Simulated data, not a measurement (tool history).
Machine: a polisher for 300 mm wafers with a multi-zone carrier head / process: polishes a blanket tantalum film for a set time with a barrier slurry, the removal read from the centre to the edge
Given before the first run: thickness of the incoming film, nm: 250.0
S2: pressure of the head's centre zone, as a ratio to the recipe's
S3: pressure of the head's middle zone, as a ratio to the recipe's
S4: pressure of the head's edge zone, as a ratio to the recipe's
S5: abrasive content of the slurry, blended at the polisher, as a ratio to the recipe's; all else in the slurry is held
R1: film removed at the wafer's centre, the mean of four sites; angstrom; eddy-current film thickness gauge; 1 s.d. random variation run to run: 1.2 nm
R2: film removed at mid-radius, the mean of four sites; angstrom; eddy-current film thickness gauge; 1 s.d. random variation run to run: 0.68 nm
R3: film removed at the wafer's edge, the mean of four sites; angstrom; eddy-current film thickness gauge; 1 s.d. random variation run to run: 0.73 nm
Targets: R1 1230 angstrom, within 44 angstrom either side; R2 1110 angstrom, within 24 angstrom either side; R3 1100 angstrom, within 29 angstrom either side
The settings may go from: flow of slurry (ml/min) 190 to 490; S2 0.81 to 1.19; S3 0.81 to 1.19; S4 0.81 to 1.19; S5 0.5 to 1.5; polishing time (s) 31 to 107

run 1 hour=0 | flow_of_slurry_(ml/min)=315 S2=1 S3=1 S4=1 S5=1 polishing_time_(s)=69 | R1=814.95 R2=822.76 R3=793.35
run 2 hour=6.5 | flow_of_slurry_(ml/min)=320 S2=1.02 S3=1.01 S4=1.02 S5=1.05 polishing_time_(s)=70 | R1=867.46 R2=854.07 R3=825.43
run 3 hour=9.5 | flow_of_slurry_(ml/min)=320 S2=1.02 S3=1.01 S4=1.02 S5=1.05 polishing_time_(s)=86 | R1=1055.2 R2=1038.6 R3=1021.3
run 4 hour=14.3 | flow_of_slurry_(ml/min)=325 S2=1.03 S3=1.02 S4=1.03 S5=1.05 polishing_time_(s)=86 | R1=1073.3 R2=1056.6 R3=1009.5
run 5 hour=15.2 | flow_of_slurry_(ml/min)=330 S2=1.04 S3=1.02 S4=1.04 S5=1.05 polishing_time_(s)=86 | R1=1071.4 R2=1051.7 R3=1030.1
run 6 hour=18.5 | flow_of_slurry_(ml/min)=335 S2=1.05 S3=1.02 S4=1.05 S5=1.05 polishing_time_(s)=86 | R1=1087.8 R2=1049.6 R3=1029.5
run 7 hour=21.5 | flow_of_slurry_(ml/min)=340 S2=1.06 S3=1.02 S4=1.06 S5=1.05 polishing_time_(s)=86 | R1=1100.3 R2=1053.4 R3=1035.3
run 8 hour=24.9 | flow_of_slurry_(ml/min)=345 S2=1.07 S3=1.02 S4=1.07 S5=1.05 polishing_time_(s)=86 | R1=1097.3 R2=1057.5 R3=1040.5
run 9 hour=28.1 | flow_of_slurry_(ml/min)=350 S2=1.08 S3=1.02 S4=1.08 S5=1.05 polishing_time_(s)=86 | R1=1116.2 R2=1067.5 R3=1046
run 10 hour=36.4 | flow_of_slurry_(ml/min)=355 S2=1.09 S3=1.02 S4=1.09 S5=1.05 polishing_time_(s)=86 | R1=1125.9 R2=1056.8 R3=1048.8
run 11 hour=41 | flow_of_slurry_(ml/min)=360 S2=1.1 S3=1.02 S4=1.1 S5=1.05 polishing_time_(s)=86 | R1=1134.8 R2=1048.4 R3=1054.8
run 12 hour=47.9 | flow_of_slurry_(ml/min)=365 S2=1.11 S3=1.03 S4=1.1 S5=1.05 polishing_time_(s)=86 | R1=1124.2 R2=1066.4 R3=1052.7

Below are 4 possible settings for the next run. Only one of them brings all results inside the allowed miss of their targets. Which is it?
run A hour=54.8 | flow_of_slurry_(ml/min)=385 S2=1.05 S3=1.01 S4=1.07 S5=1.15 polishing_time_(s)=93 | R1=? R2=? R3=?
run B hour=54.8 | flow_of_slurry_(ml/min)=330 S2=1.12 S3=0.99 S4=1.03 S5=1.2 polishing_time_(s)=89 | R1=? R2=? R3=?
run C hour=54.8 | flow_of_slurry_(ml/min)=355 S2=1.19 S3=1.01 S4=1.03 S5=1 polishing_time_(s)=89 | R1=? R2=? R3=?
run D hour=54.8 | flow_of_slurry_(ml/min)=340 S2=1.19 S3=0.93 S4=1.06 S5=1.1 polishing_time_(s)=90 | R1=? R2=? R3=?

move=A R1=1215.5 R2=1178 R3=1172.9
move=B R1=1229.2 R2=1109.3 R3=1113.8
move=C R1=1226.5 R2=1067 R3=1052
move=D R1=1277.3 R2=1037.7 R3=1108.4
A: meets the target for the result that was furthest off, but another lies outside its allowed miss
B: all results land within tolerance of their targets
C: meets the target for the result that was furthest off, but another lies outside its allowed miss
D: pushes the last run's worst result past its target
B is the move that brings every result within its allowed miss.
